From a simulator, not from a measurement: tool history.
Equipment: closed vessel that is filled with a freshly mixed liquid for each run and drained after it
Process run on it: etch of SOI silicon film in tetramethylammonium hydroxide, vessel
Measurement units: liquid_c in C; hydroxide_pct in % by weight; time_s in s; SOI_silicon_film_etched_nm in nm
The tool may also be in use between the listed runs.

run	hour	liquid_c	hydroxide_pct	time_s	SOI_silicon_film_etched_nm
1	0	65	14.5	30	138
2	7.7	65	16.5	30	131.69
3	11.6	65	18.5	30	124.92
4	15.8	70	18.5	30	168.65
5	21.8	67	18.5	30	141.72
6	28	65	18.5	30	125.81
7	34.5	63.5	18.5	30	114.72

Estimate the outcome of run 8 from the log above:
8	38.4	62.5	18.5	30	?

{"run 8": {"SOI_silicon_film_etched_nm": 107.55}}
